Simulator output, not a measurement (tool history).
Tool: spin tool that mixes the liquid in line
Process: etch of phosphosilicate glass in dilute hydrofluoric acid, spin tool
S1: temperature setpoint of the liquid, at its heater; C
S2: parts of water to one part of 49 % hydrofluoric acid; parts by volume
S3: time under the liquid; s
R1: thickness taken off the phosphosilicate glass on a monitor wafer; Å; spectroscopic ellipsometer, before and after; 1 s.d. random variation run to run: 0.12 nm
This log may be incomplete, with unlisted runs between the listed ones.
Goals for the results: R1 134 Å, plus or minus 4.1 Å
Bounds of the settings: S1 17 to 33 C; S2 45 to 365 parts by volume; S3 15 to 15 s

Run 1, hour 0: S1 25 C, S2 205 parts by volume, S3 15 s. Result: R1 86.489 Å.
Run 2, hour 0.7: S1 25 C, S2 235 parts by volume, S3 15 s. Result: R1 73.928 Å.
Run 3, hour 3.1: S1 26.5 C, S2 235 parts by volume, S3 15 s. Result: R1 77.995 Å.
Run 4, hour 5.6: S1 27.5 C, S2 225 parts by volume, S3 15 s. Result: R1 83.651 Å.
Run 5, hour 7.7: S1 28.5 C, S2 215 parts by volume, S3 15 s. Result: R1 91.336 Å.
Run 6, hour 15.5: S1 28.5 C, S2 215 parts by volume, S3 15 s. Result: R1 93.827 Å.
Run 7, hour 18.1: S1 29.5 C, S2 210 parts by volume, S3 15 s. Result: R1 99.305 Å.
Run 8, hour 19.9: S1 30 C, S2 205 parts by volume, S3 15 s. Result: R1 102.81 Å.
Run 9, hour 20.6: S1 30.5 C, S2 200 parts by volume, S3 15 s. Result: R1 109.79 Å.
Run 10, hour 26: S1 31 C, S2 195 parts by volume, S3 15 s. Result: R1 114.53 Å.
Run 11, hour 26.8: S1 31.5 C, S2 190 parts by volume, S3 15 s. Result: R1 118 Å.
Run 12, hour 27.5: S1 32 C, S2 185 parts by volume, S3 15 s. Result: R1 126.28 Å.

5 candidate next runs follow, results not yet known. Just one meets every target within its allowed miss. Identify it.
Run A, hour 28.2: S1 31 C, S2 180 parts by volume, S3 15 s. Result: R1 ?.
Run B, hour 28.2: S1 32 C, S2 195 parts by volume, S3 15 s. Result: R1 ?.
Run C, hour 28.2: S1 29.5 C, S2 180 parts by volume, S3 15 s. Result: R1 ?.
Run D, hour 28.2: S1 33 C, S2 200 parts by volume, S3 15 s. Result: R1 ?.
Run E, hour 28.2: S1 33 C, S2 180 parts by volume, S3 15 s. Result: R1 ?.

move      R1
   A   126.6
   B  118.63
   C  120.13
   D  118.85
   E   135.6
A: no better and no worse than the last run
B: its largest miss is bigger than the last run's
C: its largest miss is bigger than the last run's
D: its largest miss is bigger than the last run's
E: all results land within tolerance of their targets
Answer: E
